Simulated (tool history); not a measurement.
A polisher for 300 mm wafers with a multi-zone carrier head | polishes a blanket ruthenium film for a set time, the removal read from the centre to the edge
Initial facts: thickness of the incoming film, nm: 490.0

run	hour	flow of slurry (ml/min)	pressure of the head's centre zone	pressure of the head's middle zone	pressure of the head's edge zone	polishing time (s)	film removed at the wafer's centre (angstrom)	film removed at mid-radius (angstrom)	film removed at the wafer's edge (angstrom)
1	0.0	240	1.00	1.00	1.00	80	946.38	931.35	937.46
2	8.5	230	0.97	0.96	0.96	77	881.60	880.20	897.03
3	9.0	230	0.97	0.96	0.96	88	1004.10	1015.30	1020.20
4	9.5	230	0.91	0.96	0.96	88	966.56	997.14	1018.00
5	14.2	230	0.91	1.02	0.96	88	975.86	1031.40	1008.30
6	16.8	230	0.93	0.97	0.95	81	895.83	929.82	932.64
7	21.0	230	0.95	0.94	0.95	75	849.20	829.10	849.69
8	25.0	225	0.92	0.91	0.93	74	812.22	798.39	842.34
# hour 29.6: centre zone pressure recalibrated
9	29.6	220	0.91	0.89	0.91	73	829.06	761.63	815.98

Run 10 comes next. What will it give?
10	31.6	190	0.81	0.89	0.89	69	?	?	?

Run 10 gave film removed at the wafer's centre (angstrom) 722.44, film removed at mid-radius (angstrom) 719.22, film removed at the wafer's edge (angstrom) 769.02.
